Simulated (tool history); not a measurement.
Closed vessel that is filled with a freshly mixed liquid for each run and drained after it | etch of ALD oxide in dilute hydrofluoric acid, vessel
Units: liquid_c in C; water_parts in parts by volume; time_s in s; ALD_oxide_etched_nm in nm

{"run": 1, "hour": 0.0, "liquid_c": 20, "water_parts": 175, "time_s": 110, "ALD_oxide_etched_nm": 4.728}
{"run": 2, "hour": 6.7, "liquid_c": 22, "water_parts": 150, "time_s": 110, "ALD_oxide_etched_nm": 6.134}
{"run": 3, "hour": 11.8, "liquid_c": 23.5, "water_parts": 150, "time_s": 110, "ALD_oxide_etched_nm": 6.5441}
{"run": 4, "hour": 16.9, "liquid_c": 24.5, "water_parts": 130, "time_s": 110, "ALD_oxide_etched_nm": 8.0109}
{"run": 5, "hour": 25.4, "liquid_c": 25.5, "water_parts": 120, "time_s": 110, "ALD_oxide_etched_nm": 9.1216}
{"run": 6, "hour": 26.5, "liquid_c": 26, "water_parts": 110, "time_s": 110, "ALD_oxide_etched_nm": 10.25}

The next listed run, before its measurement:
{"run": 7, "hour": 35.2, "liquid_c": 26.5, "water_parts": 105, "time_s": 110, "ALD_oxide_etched_nm": "?"}

{"run 7": {"ALD_oxide_etched_nm": 10.927}}
